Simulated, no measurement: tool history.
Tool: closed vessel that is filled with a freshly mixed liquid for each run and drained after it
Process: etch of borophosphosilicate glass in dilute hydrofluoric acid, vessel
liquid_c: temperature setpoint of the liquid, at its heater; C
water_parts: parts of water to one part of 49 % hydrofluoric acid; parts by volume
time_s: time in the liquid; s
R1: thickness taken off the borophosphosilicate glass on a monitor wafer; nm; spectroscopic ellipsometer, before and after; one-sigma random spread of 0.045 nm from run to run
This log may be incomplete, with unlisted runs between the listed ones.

Run 1, day 0.000: liquid_c 24.0 C, water_parts 215 parts by volume, time_s 30 s. Result: R1 5.4628 nm.
Run 2, day 0.225: liquid_c 24.0 C, water_parts 215 parts by volume, time_s 30 s. Result: R1 5.4632 nm.
Run 3, day 0.538: liquid_c 24.0 C, water_parts 215 parts by volume, time_s 30 s. Result: R1 5.4514 nm.
Run 4, day 0.825: liquid_c 24.0 C, water_parts 160 parts by volume, time_s 30 s. Result: R1 7.7979 nm.
Run 5, day 1.008: liquid_c 21.5 C, water_parts 160 parts by volume, time_s 30 s. Result: R1 7.0570 nm.
Run 6, day 1.208: liquid_c 18.5 C, water_parts 160 parts by volume, time_s 30 s. Result: R1 6.2660 nm.
Run 7, day 1.346: liquid_c 21.0 C, water_parts 155 parts by volume, time_s 30 s. Result: R1 7.1581 nm.
Run 8, day 1.521: liquid_c 21.0 C, water_parts 155 parts by volume, time_s 30 s. Result: R1 7.1831 nm.
Run 9, day 1.875: liquid_c 23.0 C, water_parts 150 parts by volume, time_s 30 s. Result: R1 8.0184 nm.
Run 10, day 2.217: liquid_c 24.5 C, water_parts 145 parts by volume, time_s 30 s. Result: R1 8.8854 nm.
Run 11, day 2.550: liquid_c 26.0 C, water_parts 145 parts by volume, time_s 30 s. Result: R1 9.3871 nm.
Run 12, day 2.917: liquid_c 27.0 C, water_parts 145 parts by volume, time_s 30 s. Result: R1 9.7862 nm.
Run 13, day 3.196: liquid_c 28.0 C, water_parts 145 parts by volume, time_s 30 s. Result: R1 10.0950 nm.
Run 14, day 3.492: liquid_c 28.5 C, water_parts 145 parts by volume, time_s 30 s. Result: R1 10.3780 nm.

Forecast run 15:
Run 15, day 3.850: liquid_c 29.0 C, water_parts 145 parts by volume, time_s 30 s. Result: R1 ?.

R1: 10.4280 nm

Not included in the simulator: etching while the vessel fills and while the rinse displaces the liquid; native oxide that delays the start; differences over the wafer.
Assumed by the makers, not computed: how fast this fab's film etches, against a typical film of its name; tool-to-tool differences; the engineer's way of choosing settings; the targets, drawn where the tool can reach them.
